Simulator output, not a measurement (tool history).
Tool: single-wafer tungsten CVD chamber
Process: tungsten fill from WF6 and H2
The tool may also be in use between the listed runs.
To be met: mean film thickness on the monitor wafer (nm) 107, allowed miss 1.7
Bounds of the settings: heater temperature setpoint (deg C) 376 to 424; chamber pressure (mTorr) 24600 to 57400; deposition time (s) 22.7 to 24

run,hour,heater temperature setpoint (deg C),chamber pressure (mTorr),deposition time (s),mean film thickness on the monitor wafer (nm)
1,0,400,41000,24,85.499
2,6.5,405,41000,24,92.957
3,9.7,407,41000,24,97.157
4,15.4,408,41000,24,98.111
# hour 22.2: thermocouple changed; heater temperature recalibrated
5,22.2,409,41000,24,92.626
6,30.1,412,42100,24,98.395
7,34.9,414,42300,24,102.41
8,41,415,42400,24,103.58

5 next moves are on the table. One of them brings every result within its allowed miss. Which?
A,47.1,421,32900,22.8,?
B,47.1,413,44000,24,?
C,47.1,412,48200,24,?
D,47.1,417,42000,24,?
E,47.1,418,41400,22.7,?

move,mean film thickness on the monitor wafer (nm)
A,99.977
B,102.14
C,103.71
D,107.3
E,102.62
A: further off than the last run
B: further off than the last run
C: as far off as the last run
D: meets every target
E: further off than the last run
Move D is the one to make.

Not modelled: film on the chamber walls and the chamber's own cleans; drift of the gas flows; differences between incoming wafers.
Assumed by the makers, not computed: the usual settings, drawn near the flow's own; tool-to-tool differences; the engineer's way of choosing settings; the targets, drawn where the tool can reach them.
